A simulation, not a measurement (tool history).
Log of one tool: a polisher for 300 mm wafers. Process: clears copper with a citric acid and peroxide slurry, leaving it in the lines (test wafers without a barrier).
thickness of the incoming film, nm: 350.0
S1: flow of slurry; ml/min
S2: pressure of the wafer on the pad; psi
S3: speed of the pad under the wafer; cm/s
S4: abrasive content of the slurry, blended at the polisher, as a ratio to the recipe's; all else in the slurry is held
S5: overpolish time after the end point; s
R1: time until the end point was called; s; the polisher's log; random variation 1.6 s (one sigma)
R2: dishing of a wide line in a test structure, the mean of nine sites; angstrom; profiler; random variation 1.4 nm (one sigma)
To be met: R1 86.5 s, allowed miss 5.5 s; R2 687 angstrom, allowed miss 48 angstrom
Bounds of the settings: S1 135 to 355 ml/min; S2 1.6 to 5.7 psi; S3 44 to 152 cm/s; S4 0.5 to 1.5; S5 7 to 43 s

{"run": 1, "hour": 0.0, "S1": 225, "S2": 3.6, "S3": 98, "S4": 1, "S5": 22, "R1": 144.59, "R2": 392.56}
{"run": 2, "hour": 7.3, "S1": 225, "S2": 4, "S3": 98, "S4": 1, "S5": 23, "R1": 134.18, "R2": 434.63}
{"run": 3, "hour": 12.1, "S1": 225, "S2": 4.4, "S3": 100, "S4": 1, "S5": 24, "R1": 128.46, "R2": 513.63}
{"run": 4, "hour": 15.3, "S1": 225, "S2": 4.4, "S3": 100, "S4": 0.9, "S5": 24, "R1": 121.07, "R2": 492.24}
{"run": 5, "hour": 16.3, "S1": 225, "S2": 4.4, "S3": 100, "S4": 0.9, "S5": 17, "R1": 124.03, "R2": 370.43}
{"run": 6, "hour": 24.4, "S1": 225, "S2": 4.4, "S3": 100, "S4": 0.9, "S5": 8, "R1": 123.69, "R2": 190.71}
{"run": 7, "hour": 32.6, "S1": 225, "S2": 4.4, "S3": 108, "S4": 0.9, "S5": 12, "R1": 114.61, "R2": 290.73}
{"run": 8, "hour": 38.5, "S1": 225, "S2": 4.4, "S3": 114, "S4": 0.9, "S5": 14, "R1": 110.43, "R2": 349.85}
{"run": 9, "hour": 40.3, "S1": 225, "S2": 4.5, "S3": 118, "S4": 0.9, "S5": 15, "R1": 109.62, "R2": 376.27}

5 next moves are on the table. One of them brings every result within its allowed miss. Which?
{"run": "A", "hour": 42.1, "S1": 245, "S2": 5.4, "S3": 152, "S4": 0.85, "S5": 21, "R1": "?", "R2": "?"}
{"run": "B", "hour": 42.1, "S1": 185, "S2": 5.7, "S3": 152, "S4": 0.55, "S5": 22, "R1": "?", "R2": "?"}
{"run": "C", "hour": 42.1, "S1": 240, "S2": 5.6, "S3": 146, "S4": 0.85, "S5": 18, "R1": "?", "R2": "?"}
{"run": "D", "hour": 42.1, "S1": 270, "S2": 4.9, "S3": 136, "S4": 0.9, "S5": 26, "R1": "?", "R2": "?"}
{"run": "E", "hour": 42.1, "S1": 220, "S2": 5.5, "S3": 122, "S4": 0.95, "S5": 20, "R1": "?", "R2": "?"}

move=A R1=74.163 R2=658.34
move=B R1=78.482 R2=656.18
move=C R1=74.288 R2=590.31
move=D R1=87.373 R2=676.31
move=E R1=86.423 R2=570.12
A: brings the result that was furthest off to its target, and leaves another outside
B: brings the result that was furthest off to its target, and leaves another outside
C: nearer than the last run, and not there yet
D: meets every target
E: nearer than the last run, and not there yet
Move D is the one to make.

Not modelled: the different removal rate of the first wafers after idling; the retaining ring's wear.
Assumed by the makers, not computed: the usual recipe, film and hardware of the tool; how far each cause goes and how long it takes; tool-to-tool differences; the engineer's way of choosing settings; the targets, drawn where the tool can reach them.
